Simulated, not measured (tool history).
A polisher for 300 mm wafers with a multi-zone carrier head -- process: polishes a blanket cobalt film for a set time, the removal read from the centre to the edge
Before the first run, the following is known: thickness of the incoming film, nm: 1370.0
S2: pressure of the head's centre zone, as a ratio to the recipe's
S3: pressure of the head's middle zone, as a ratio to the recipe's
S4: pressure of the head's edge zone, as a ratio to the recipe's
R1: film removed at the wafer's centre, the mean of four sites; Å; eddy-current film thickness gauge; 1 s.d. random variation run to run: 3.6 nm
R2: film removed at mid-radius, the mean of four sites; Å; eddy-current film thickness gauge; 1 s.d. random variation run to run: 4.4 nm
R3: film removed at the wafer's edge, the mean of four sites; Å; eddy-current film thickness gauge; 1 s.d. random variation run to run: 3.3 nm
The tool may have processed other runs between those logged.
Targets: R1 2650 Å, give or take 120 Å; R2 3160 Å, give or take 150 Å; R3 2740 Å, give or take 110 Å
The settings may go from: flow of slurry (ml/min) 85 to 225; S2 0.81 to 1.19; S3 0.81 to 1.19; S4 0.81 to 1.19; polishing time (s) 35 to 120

Run 1, hour 0: flow of slurry (ml/min) 145, S2 1, S3 1, S4 1, polishing time (s) 77. Result: R1 3215.9 Å, R2 3155.5 Å, R3 2918.1 Å.
Run 2, hour 2.8: flow of slurry (ml/min) 165, S2 1, S3 1, S4 1, polishing time (s) 77. Result: R1 3346.4 Å, R2 3223.5 Å, R3 2987.9 Å.
Run 3, hour 8.7: flow of slurry (ml/min) 165, S2 1, S3 1, S4 1, polishing time (s) 66. Result: R1 2775.5 Å, R2 2754.8 Å, R3 2516.8 Å.
Run 4, hour 11.7: flow of slurry (ml/min) 165, S2 0.98, S3 1.02, S4 1.01, polishing time (s) 66. Result: R1 2704.6 Å, R2 2837.6 Å, R3 2618.1 Å.
Run 5, hour 14.2: flow of slurry (ml/min) 165, S2 0.98, S3 0.94, S4 1.01, polishing time (s) 66. Result: R1 2754.7 Å, R2 2700.7 Å, R3 2557.8 Å.
Run 6, hour 18.1: flow of slurry (ml/min) 165, S2 0.98, S3 1.02, S4 1.01, polishing time (s) 66. Result: R1 2807.2 Å, R2 2829.9 Å, R3 2598.3 Å.
Run 7, hour 26.1: flow of slurry (ml/min) 165, S2 0.96, S3 1.04, S4 1, polishing time (s) 66. Result: R1 2717.7 Å, R2 2911 Å, R3 2610.5 Å.
Run 8, hour 30.9: flow of slurry (ml/min) 165, S2 0.95, S3 1.05, S4 1, polishing time (s) 66. Result: R1 2690.7 Å, R2 2795.6 Å, R3 2553.7 Å.
Run 9, hour 35.7: flow of slurry (ml/min) 170, S2 0.94, S3 1.07, S4 1.01, polishing time (s) 66. Result: R1 2677.8 Å, R2 2939.4 Å, R3 2606.8 Å.
Run 10, hour 38: flow of slurry (ml/min) 170, S2 0.93, S3 1.08, S4 1.02, polishing time (s) 66. Result: R1 2678.7 Å, R2 2981.8 Å, R3 2556.2 Å.
Run 11, hour 44.2: flow of slurry (ml/min) 165, S2 0.91, S3 1.07, S4 1.02, polishing time (s) 67. Result: R1 2622 Å, R2 3031 Å, R3 2596.2 Å.

Exactly one of the 4 candidate moves below puts every result within its allowed miss. Which one?
Run A, hour 50.4: flow of slurry (ml/min) 165, S2 0.89, S3 1.15, S4 1.05, polishing time (s) 69. Result: R1 ?, R2 ?, R3 ?.
Run B, hour 50.4: flow of slurry (ml/min) 180, S2 0.9, S3 1.12, S4 0.99, polishing time (s) 62. Result: R1 ?, R2 ?, R3 ?.
Run C, hour 50.4: flow of slurry (ml/min) 200, S2 0.85, S3 1.19, S4 0.81, polishing time (s) 71. Result: R1 ?, R2 ?, R3 ?.
Run D, hour 50.4: flow of slurry (ml/min) 190, S2 0.91, S3 1.17, S4 0.88, polishing time (s) 67. Result: R1 ?, R2 ?, R3 ?.

move      R1      R2      R3
   A  2641.7  3174.1  2765.8
   B  2442.1  2845.6  2446.1
   C  2690.9  3453.9  2594.7
   D  2695.9  3195.3  2522.7
A: hits every target within its allowed miss
B: further off than the last run
C: further off than the last run
D: further off than the last run
A meets every target.

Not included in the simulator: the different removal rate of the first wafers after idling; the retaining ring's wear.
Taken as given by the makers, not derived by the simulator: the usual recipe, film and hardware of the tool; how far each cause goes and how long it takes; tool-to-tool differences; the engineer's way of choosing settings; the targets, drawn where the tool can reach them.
